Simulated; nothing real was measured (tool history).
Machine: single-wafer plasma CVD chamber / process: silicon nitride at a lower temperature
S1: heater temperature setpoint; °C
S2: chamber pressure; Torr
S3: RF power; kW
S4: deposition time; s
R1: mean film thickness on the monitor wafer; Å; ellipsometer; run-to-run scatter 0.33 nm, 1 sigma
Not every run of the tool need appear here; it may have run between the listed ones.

run,hour,S1,S2,S3,S4,R1
1,0,360,1.79,0.25,45.4,499.21
2,6.8,360,1.85,0.25,45.4,501.4
3,9.1,360,2.07,0.25,45.4,515.75
4,9.7,360,2.07,0.25,46.9,532.7
5,17.9,360,2.07,0.25,46.9,534.61
6,23.6,360,2.07,0.225,46.9,477.23

Run 7 is up next; what results do you expect?
7,28.1,360,2.11,0.23,46.9,?

R1: 491.92 Å

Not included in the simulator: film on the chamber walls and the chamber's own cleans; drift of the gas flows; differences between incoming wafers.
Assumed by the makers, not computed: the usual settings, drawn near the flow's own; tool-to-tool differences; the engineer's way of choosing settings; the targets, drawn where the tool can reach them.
